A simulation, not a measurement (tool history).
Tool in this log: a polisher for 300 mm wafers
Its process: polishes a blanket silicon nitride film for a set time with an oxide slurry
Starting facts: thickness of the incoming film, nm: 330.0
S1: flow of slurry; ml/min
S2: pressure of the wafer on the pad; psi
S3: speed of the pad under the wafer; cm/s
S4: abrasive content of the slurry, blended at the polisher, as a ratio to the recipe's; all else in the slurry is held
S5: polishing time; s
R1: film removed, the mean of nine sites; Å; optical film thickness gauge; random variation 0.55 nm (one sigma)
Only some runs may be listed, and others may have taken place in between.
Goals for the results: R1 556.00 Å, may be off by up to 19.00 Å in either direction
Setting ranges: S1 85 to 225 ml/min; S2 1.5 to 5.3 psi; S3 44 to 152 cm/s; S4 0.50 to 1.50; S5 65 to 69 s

run    day   S1   S2   S3    S4  S5      R1
  1  0.000  145  3.4   98  1.00  65  320.58
  2  0.071  165  3.4   98  1.00  65  325.59
  3  0.204  165  3.6   98  1.00  65  338.35
  4  0.271  165  3.8  100  1.00  65  358.49
  5  0.396  165  4.0  102  1.00  65  373.54
  6  0.733  165  4.2  104  1.00  65  397.67
     0.946  -- slurry blender recalibrated
  7  0.946  165  4.3  106  1.00  65  467.73
  8  1.317  185  4.7  106  1.00  65  507.14
  9  1.525  190  4.9  106  1.00  65  527.06
 10  1.700  190  5.0  106  1.00  65  527.90

Which single option among these 4 for the next run brings every result within its allowed miss of target? Just one does.
  A  1.875  200  5.1   90  1.15  65   ?
  B  1.875  175  4.9  100  1.05  65   ?
  C  1.875  195  5.3  106  0.90  69   ?
  D  1.875  185  5.3  110  0.85  67   ?

move      R1
   A  508.57
   B  501.14
   C  537.66
   D  510.78
A: moves away from the targets compared with the last run
B: moves away from the targets compared with the last run
C: hits every target within its allowed miss
D: moves away from the targets compared with the last run
C is the move that brings every result within its allowed miss.
